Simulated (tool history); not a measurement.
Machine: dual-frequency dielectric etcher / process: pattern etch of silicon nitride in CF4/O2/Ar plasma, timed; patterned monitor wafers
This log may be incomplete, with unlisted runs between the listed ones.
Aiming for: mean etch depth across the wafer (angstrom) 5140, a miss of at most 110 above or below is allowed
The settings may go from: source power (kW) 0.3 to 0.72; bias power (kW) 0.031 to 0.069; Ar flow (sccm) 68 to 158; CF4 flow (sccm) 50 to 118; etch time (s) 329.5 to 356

run	hour	source power (kW)	bias power (kW)	Ar flow (sccm)	CF4 flow (sccm)	etch time (s)	mean etch depth across the wafer (angstrom)
1	0	0.51	0.05	113	84	356	6871.3
2	4.5	0.46	0.05	113	84	356	6422.3
3	7.9	0.46	0.05	130	84	356	6287.6
4	9	0.46	0.046	130	84	356	6094
# hour 11.8: bias power generator calibrated
5	11.8	0.46	0.051	130	84	356	6257.1
6	18.4	0.46	0.051	130	84	329.5	5816.3
7	27.1	0.44	0.051	130	84	329.5	5649.2
8	35.1	0.42	0.051	130	84	329.5	5439.1
9	43.4	0.42	0.051	130	84	329.5	5481.1
10	51.3	0.41	0.051	130	84	329.5	5383.5
11	57.4	0.4	0.051	130	84	329.5	5272.3

Pick the move, out of 5, that brings all results within their allowed miss; only one does.
A	63.5	0.36	0.05	113	76	342.5	?
B	63.5	0.4	0.049	129	76	349	?
C	63.5	0.42	0.047	136	79	337	?
D	63.5	0.34	0.051	132	93	338	?
E	63.5	0.39	0.047	124	81	352	?

move	mean etch depth across the wafer (angstrom)
A	5120
B	5448
C	5329.1
D	4911.2
E	5382
A: every result lands within tolerance
B: lands further from the targets than the last run did
C: lands further from the targets than the last run did
D: the result that was furthest off in the last run now lies on the other side of its target
E: lands further from the targets than the last run did
Correct choice: A, which meets every target
